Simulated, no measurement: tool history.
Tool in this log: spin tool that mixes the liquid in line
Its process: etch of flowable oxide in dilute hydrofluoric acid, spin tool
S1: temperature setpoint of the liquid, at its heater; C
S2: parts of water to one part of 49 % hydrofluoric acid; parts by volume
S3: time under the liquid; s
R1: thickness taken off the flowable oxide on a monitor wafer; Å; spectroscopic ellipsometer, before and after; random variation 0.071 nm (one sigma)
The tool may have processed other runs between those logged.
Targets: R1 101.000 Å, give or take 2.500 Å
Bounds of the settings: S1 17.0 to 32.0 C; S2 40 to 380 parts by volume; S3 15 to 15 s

| run | day | S1 | S2 | S3 | R1 |
|---|---|---|---|---|---|
| 1 | 0.000 | 24.0 | 210 | 15 | 33.336 |
| 2 | 0.150 | 27.5 | 210 | 15 | 37.574 |
| 3 | 0.238 | 27.5 | 210 | 15 | 37.336 |
| 4 | 0.512 | 30.5 | 210 | 15 | 41.771 |
| 5 | 0.571 | 28.0 | 210 | 15 | 38.839 |
| 6 | 0.758 | 31.0 | 210 | 15 | 42.325 |
| 7 | 1.038 | 31.0 | 195 | 15 | 45.758 |
| 8 | 1.079 | 32.0 | 110 | 15 | 96.467 |

Exercise: of the 5 proposed moves below, exactly one satisfies all targets within the stated allowed misses. Which move is it?
| A | 1.121 | 30.5 | 105 | 15 | ? |
| B | 1.121 | 30.5 | 100 | 15 | ? |
| C | 1.121 | 32.0 | 100 | 15 | ? |
| D | 1.121 | 31.5 | 110 | 15 | ? |
| E | 1.121 | 31.0 | 105 | 15 | ? |

| move | R1 |
|---|---|
| A | 96.240 |
| B | 101.770 |
| C | 107.590 |
| D | 94.640 |
| E | 98.040 |
A: further off than the last run
B: each result inside its tolerance
C: pushes the last run's worst result past its target
D: further off than the last run
E: an improvement on the last run, though not all results are within tolerance
So the answer is move B, the one that meets all the targets.
